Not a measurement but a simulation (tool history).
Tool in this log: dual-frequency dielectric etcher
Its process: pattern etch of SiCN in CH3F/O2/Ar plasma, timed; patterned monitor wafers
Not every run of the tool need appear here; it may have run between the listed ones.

run,hour,source power (kW),bias power (kW),etch time (s),mean etch depth across the wafer (angstrom)
1,0.0,0.310,0.104,37.0,143.98
2,6.3,0.310,0.097,37.0,141.73
3,10.2,0.310,0.114,37.0,150.42
4,14.8,0.310,0.114,37.0,150.39
5,17.0,0.350,0.114,37.0,162.83
6,22.8,0.350,0.101,37.0,152.02
7,29.8,0.290,0.084,36.5,125.36

Run 8 is up next; what results do you expect?
8,32.6,0.280,0.084,36.5,?

Run 8 yielded mean etch depth across the wafer (angstrom) 122.16.
